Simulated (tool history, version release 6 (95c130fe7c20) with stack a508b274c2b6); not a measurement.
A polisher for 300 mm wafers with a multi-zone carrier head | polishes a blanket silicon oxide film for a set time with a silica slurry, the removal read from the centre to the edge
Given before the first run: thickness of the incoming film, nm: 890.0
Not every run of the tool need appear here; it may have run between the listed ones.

run,day,flow of slurry (ml/min),pressure of the head's centre zone,pressure of the head's middle zone,pressure of the head's edge zone,abrasive content of the slurry,polishing time (s),film removed at the wafer's centre (angstrom),film removed at mid-radius (angstrom),film removed at the wafer's edge (angstrom)
1,0,200,1,1,1,1,52,1692,1659.6,1722.7
2,0.362,175,1,1,1,1,52,1651.6,1667.5,1706.9
3,0.625,180,1.02,1.02,0.95,0.9,52,1661.2,1629.9,1630.2
4,0.754,180,1.02,1.02,0.95,0.7,52,1539.7,1513,1491.6
5,1.046,180,1.03,1.04,0.92,0.65,52,1509,1530.6,1471.5
6,1.308,180,1.03,1.04,0.92,0.65,42,1208.8,1210.7,1158.6

Run 7, settings as shown, results not yet in. Your forecast:
7,1.683,195,1.06,1.07,0.93,0.7,42,?,?,?

{"run 7": {"film removed at the wafer's centre (angstrom)": 1291.5, "film removed at mid-radius (angstrom)": 1323.4, "film removed at the wafer's edge (angstrom)": 1234.9}}
